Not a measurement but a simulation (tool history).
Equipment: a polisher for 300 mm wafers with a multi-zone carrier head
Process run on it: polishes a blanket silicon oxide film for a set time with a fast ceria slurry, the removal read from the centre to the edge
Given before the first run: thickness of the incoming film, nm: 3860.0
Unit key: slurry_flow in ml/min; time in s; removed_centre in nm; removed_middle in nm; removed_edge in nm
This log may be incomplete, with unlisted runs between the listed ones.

run,hour,slurry_flow,centre_zone,middle_zone,edge_zone,time,removed_centre,removed_middle,removed_edge
1,0.0,230,1.00,1.00,1.00,71,1171.0,1136.7,1163.1
2,2.7,240,0.99,1.03,1.03,72,1162.0,1204.6,1161.7
3,5.0,235,0.97,1.03,1.04,75,1179.4,1266.1,1221.3
4,9.6,235,0.96,1.03,1.06,77,1227.1,1314.9,1281.0
5,17.1,235,0.96,1.03,1.06,63,983.0,1052.1,1052.5
6,20.7,235,0.99,1.03,1.06,63,1045.5,1067.0,1046.9
7,25.6,265,0.93,1.13,1.16,83,1298.2,1501.6,1455.7

Run 8 comes next. What will it give?
8,28.3,260,0.93,1.13,1.16,83,?,?,?

{"run 8": {"removed_centre": 1289.5, "removed_middle": 1543.1, "removed_edge": 1450.6}}
